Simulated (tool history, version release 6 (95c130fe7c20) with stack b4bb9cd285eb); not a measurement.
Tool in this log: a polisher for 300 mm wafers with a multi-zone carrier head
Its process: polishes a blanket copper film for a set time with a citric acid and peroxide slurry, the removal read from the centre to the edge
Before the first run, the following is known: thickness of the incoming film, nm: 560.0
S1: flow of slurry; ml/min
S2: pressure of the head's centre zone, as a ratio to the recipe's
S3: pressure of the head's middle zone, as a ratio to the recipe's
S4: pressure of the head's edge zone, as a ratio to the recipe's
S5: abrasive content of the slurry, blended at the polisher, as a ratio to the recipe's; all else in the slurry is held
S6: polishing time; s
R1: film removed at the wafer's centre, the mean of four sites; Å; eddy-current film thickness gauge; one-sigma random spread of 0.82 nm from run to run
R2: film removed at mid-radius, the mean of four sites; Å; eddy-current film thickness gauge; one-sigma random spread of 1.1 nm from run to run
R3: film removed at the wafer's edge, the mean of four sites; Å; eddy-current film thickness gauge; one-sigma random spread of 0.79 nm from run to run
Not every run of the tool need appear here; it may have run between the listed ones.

run  hour   S1    S2    S3    S4    S5  S6      R1      R2      R3
  1     0  180     1     1     1     1  57  804.77  825.53  843.61
  2   6.3  180     1     1  1.05     1  57  812.78  820.99   848.2
  3  15.1  180     1  1.06  1.05     1  57   809.5   880.9  854.41
  4  20.8  180     1  1.06  1.11     1  57  812.81  866.37  871.27
  5  26.8  185     1  1.07  1.12   1.1  58  845.49  894.03  900.88
  6  32.2  190     1  1.08  1.13  1.15  60  882.92  951.09  959.79
  7  38.8  200  1.01  1.09  1.14   1.2  61   905.4   997.3  983.27
  8  39.5  220  1.08  1.08  1.19  1.45  69  1169.6  1156.2  1165.3
  9  43.1  220  1.07  1.09  1.19  1.45  69  1147.7  1195.4  1167.1
 10  44.5  215  1.07  1.09  1.19  1.45  69  1161.1  1188.2  1184.5
 11  50.7  215  1.06  1.09  1.18  1.45  69  1131.8  1164.4  1156.9
     59.4  -- slurry nozzle cleaned
 12  59.4  215  1.05  1.11  1.18  1.45  69  1163.1    1221  1200.2
 13  65.3  215  1.04  1.11  1.17  1.45  69  1136.8  1237.3  1187.9
 14  71.6  210  1.04  1.11  1.17  1.45  69  1143.7  1246.4  1180.5

Run 15 comes next. What will it give?
 15  72.8  210  1.04  1.1  1.17  1.45  69   ?   ?   ?

Run 15 produced R1 1154 Å, R2 1210.4 Å, R3 1195 Å.
